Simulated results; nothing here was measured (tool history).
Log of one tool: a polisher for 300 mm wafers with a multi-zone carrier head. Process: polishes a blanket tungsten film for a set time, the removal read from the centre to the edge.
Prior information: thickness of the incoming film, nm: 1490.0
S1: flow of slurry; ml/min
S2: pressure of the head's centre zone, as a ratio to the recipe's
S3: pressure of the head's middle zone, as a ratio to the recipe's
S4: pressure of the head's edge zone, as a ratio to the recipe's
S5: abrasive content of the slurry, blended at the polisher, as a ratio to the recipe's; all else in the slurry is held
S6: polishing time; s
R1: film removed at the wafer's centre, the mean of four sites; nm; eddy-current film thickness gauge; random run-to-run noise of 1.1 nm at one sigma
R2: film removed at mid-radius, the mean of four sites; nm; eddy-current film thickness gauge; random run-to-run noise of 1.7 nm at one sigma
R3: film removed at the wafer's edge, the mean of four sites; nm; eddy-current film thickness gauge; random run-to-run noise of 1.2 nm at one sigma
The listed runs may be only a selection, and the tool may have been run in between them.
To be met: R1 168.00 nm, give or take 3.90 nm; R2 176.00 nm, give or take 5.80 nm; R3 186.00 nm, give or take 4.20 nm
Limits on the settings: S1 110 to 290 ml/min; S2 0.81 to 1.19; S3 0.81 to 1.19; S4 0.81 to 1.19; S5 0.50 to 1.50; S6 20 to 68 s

run  hour   S1    S2    S3    S4    S5  S6      R1      R2      R3
  1   0.0  185  1.00  1.00  1.00  1.00  44  204.67  211.48  203.69
  2   8.1  165  0.96  0.96  0.98  0.95  44  188.67  196.61  197.42
  3   9.5  165  0.96  0.96  0.98  0.95  39  171.48  171.70  173.77
  4  11.3  120  0.96  0.96  0.98  0.95  39  154.48  161.98  166.32
  5  20.1  135  0.95  0.96  1.01  0.95  39  161.18  167.11  171.34
  6  21.1  135  0.95  0.96  0.93  0.95  39  159.12  164.50  164.65
  7  23.4  150  0.94  0.95  0.97  0.95  39  159.73  168.61  171.16
  8  25.7  160  0.94  0.94  0.99  0.95  39  162.73  168.60  176.21

Exactly one of the 5 candidate moves below puts every result within its allowed miss. Which one?
  A  28.0  130  0.89  0.81  1.00  0.95  44   ?   ?   ?
  B  28.0  165  0.86  0.92  1.00  0.90  42   ?   ?   ?
  C  28.0  165  0.93  0.93  1.03  1.00  40   ?   ?   ?
  D  28.0  180  0.95  0.87  1.03  1.00  39   ?   ?   ?
  E  28.0  160  0.97  1.10  1.01  0.95  36   ?   ?   ?

move      R1      R2      R3
   A  165.56  161.39  190.26
   B  160.89  178.95  186.74
   C  169.02  175.21  183.87
   D  171.39  164.27  181.57
   E  156.33  178.90  161.28
A: the result that was furthest off in the last run now lies on the other side of its target
B: corrects the largest miss of the last run, while another result sits out of spec
C: every result lands within tolerance
D: an improvement on the last run, though not all results are within tolerance
E: its largest miss is bigger than the last run's
Correct choice: C, which meets every target
